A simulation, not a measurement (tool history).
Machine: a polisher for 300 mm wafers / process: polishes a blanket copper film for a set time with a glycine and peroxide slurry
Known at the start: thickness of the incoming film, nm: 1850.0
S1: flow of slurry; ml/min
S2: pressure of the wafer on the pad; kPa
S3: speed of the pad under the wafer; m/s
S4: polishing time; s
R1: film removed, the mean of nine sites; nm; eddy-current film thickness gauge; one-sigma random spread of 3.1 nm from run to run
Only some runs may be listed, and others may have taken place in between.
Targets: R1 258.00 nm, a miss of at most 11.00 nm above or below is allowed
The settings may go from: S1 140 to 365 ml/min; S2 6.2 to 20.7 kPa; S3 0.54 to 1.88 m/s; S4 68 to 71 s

| run | hour | S1 | S2 | S3 | S4 | R1 |
|---|---|---|---|---|---|---|
| 1 | 0.0 | 235 | 13.1 | 1.20 | 68 | 305.38 |
| 2 | 5.3 | 235 | 12.4 | 1.20 | 68 | 291.50 |
| 3 | 11.9 | 235 | 12.4 | 1.42 | 68 | 335.30 |
| 4 | 16.8 | 235 | 11.7 | 1.42 | 68 | 324.46 |
| 5 | 17.6 | 235 | 11.7 | 1.42 | 68 | 310.59 |
| 6 | 21.6 | 235 | 11.0 | 1.42 | 68 | 300.44 |
| 7 | 28.6 | 235 | 10.3 | 1.42 | 68 | 294.28 |
| 8 | 29.9 | 235 | 9.7 | 1.42 | 68 | 275.19 |

Of the 4 settings listed for the next run, only one would bring every result within its allowed miss of target. Which one?
| A | 31.2 | 220 | 9.0 | 1.54 | 71 | ? |
| B | 31.2 | 210 | 9.7 | 1.46 | 71 | ? |
| C | 31.2 | 255 | 9.7 | 1.26 | 69 | ? |
| D | 31.2 | 255 | 11.0 | 1.38 | 71 | ? |

| move | R1 |
|---|---|
| A | 282.47 |
| B | 284.18 |
| C | 256.55 |
| D | 313.73 |
A: further off than the last run
B: further off than the last run
C: meets every target
D: further off than the last run
Correct choice: C, which meets every target
